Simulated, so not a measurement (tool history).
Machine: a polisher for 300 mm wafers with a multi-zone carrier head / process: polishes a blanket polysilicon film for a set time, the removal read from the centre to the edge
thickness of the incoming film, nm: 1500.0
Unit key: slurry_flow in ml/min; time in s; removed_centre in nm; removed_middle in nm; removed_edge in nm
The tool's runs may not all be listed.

run  hour  slurry_flow  centre_zone  middle_zone  edge_zone  time  removed_centre  removed_middle  removed_edge
  1     0          180            1            1          1    47          475.83             478        465.08
  2   7.3          145            1            1          1    47          462.86          464.44        458.62
  3   9.7          145            1            1       1.06    47          464.72          462.08         473.5
  4  14.2          145            1            1       1.06    51          505.48          492.41        505.67
  5  22.1          165         1.03            1       1.08    51          525.93          510.18        522.48
  6  29.6          180         1.07         0.98       1.08    51           551.9          518.26        531.21
  7  36.8          190          1.1         0.96       1.08    51          580.25           497.9        523.03
  8  43.7          205         1.11         0.96       1.09    51          588.66          511.49         550.4

Estimate the outcome of run 9 from the log above:
  9  48.3          210         1.13         0.96       1.08    51               ?               ?             ?

Logged for run 9: removed_centre 602.15 nm, removed_middle 511.45 nm, removed_edge 537.98 nm.
